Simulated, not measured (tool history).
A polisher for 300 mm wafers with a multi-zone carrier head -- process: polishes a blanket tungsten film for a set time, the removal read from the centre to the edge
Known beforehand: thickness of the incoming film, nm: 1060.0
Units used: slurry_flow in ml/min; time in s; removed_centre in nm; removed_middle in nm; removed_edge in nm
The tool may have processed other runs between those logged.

{"run": 1, "hour": 0.0, "slurry_flow": 190, "centre_zone": 1.0, "middle_zone": 1.0, "edge_zone": 1.0, "slurry_solids": 1.0, "time": 50, "removed_centre": 288.15, "removed_middle": 279.71, "removed_edge": 283.22}
{"run": 2, "hour": 2.3, "slurry_flow": 190, "centre_zone": 1.0, "middle_zone": 1.0, "edge_zone": 1.0, "slurry_solids": 1.0, "time": 60, "removed_centre": 341.63, "removed_middle": 337.68, "removed_edge": 340.78}
{"run": 3, "hour": 6.1, "slurry_flow": 190, "centre_zone": 1.0, "middle_zone": 1.0, "edge_zone": 0.97, "slurry_solids": 0.9, "time": 59, "removed_centre": 330.56, "removed_middle": 323.32, "removed_edge": 332.92}
{"run": 4, "hour": 8.2, "slurry_flow": 190, "centre_zone": 1.0, "middle_zone": 1.08, "edge_zone": 0.97, "slurry_solids": 0.9, "time": 59, "removed_centre": 325.29, "removed_middle": 348.92, "removed_edge": 323.06}
{"run": 5, "hour": 10.3, "slurry_flow": 190, "centre_zone": 1.0, "middle_zone": 1.08, "edge_zone": 0.97, "slurry_solids": 0.7, "time": 59, "removed_centre": 307.37, "removed_middle": 319.17, "removed_edge": 297.84}
{"run": 6, "hour": 15.8, "slurry_flow": 185, "centre_zone": 1.0, "middle_zone": 1.08, "edge_zone": 0.96, "slurry_solids": 0.65, "time": 58, "removed_centre": 299.96, "removed_middle": 306.61, "removed_edge": 290.72}

For run 7, what comes out?
{"run": 7, "hour": 24.5, "slurry_flow": 185, "centre_zone": 1.01, "middle_zone": 1.08, "edge_zone": 0.95, "slurry_solids": 0.6, "time": 57, "removed_centre": "?", "removed_middle": "?", "removed_edge": "?"}

{"run 7": {"removed_centre": 292.98, "removed_middle": 293.55, "removed_edge": 276.0}}

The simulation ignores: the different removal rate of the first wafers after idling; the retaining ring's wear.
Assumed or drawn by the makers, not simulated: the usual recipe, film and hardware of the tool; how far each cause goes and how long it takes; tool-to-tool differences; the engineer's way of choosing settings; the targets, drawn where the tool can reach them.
